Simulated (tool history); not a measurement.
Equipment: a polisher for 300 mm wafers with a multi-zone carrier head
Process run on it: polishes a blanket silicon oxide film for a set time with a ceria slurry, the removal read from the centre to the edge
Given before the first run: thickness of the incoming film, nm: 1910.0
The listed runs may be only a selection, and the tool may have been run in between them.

run	day	flow of slurry (ml/min)	pressure of the head's centre zone	pressure of the head's middle zone	pressure of the head's edge zone	polishing time (s)	film removed at the wafer's centre (angstrom)	film removed at mid-radius (angstrom)	film removed at the wafer's edge (angstrom)
1	0.000	215	1.00	1.00	1.00	42	2058.3	2061.0	1984.5
2	0.071	220	0.98	0.95	1.05	45	2165.6	2135.3	2190.4
3	0.121	220	0.97	0.91	1.09	48	2289.4	2172.5	2355.1
4	0.312	225	0.95	0.88	1.12	50	2373.2	2211.3	2509.3
5	0.392	225	0.95	0.88	1.12	41	1898.2	1831.5	2059.8
# day 0.571: edge zone pressure recalibrated
6	0.571	225	0.95	0.81	1.12	41	1920.2	1700.2	2133.0
7	0.729	230	0.93	0.81	1.14	45	2077.3	1881.5	2392.6
8	0.929	250	0.93	0.82	1.15	47	2184.8	1965.2	2483.1

Predict the results of run 9:
9	1.108	255	0.92	0.83	1.16	49	?	?	?

Run 9 produced film removed at the wafer's centre (angstrom) 2284.8, film removed at mid-radius (angstrom) 2078.6, film removed at the wafer's edge (angstrom) 2617.2.
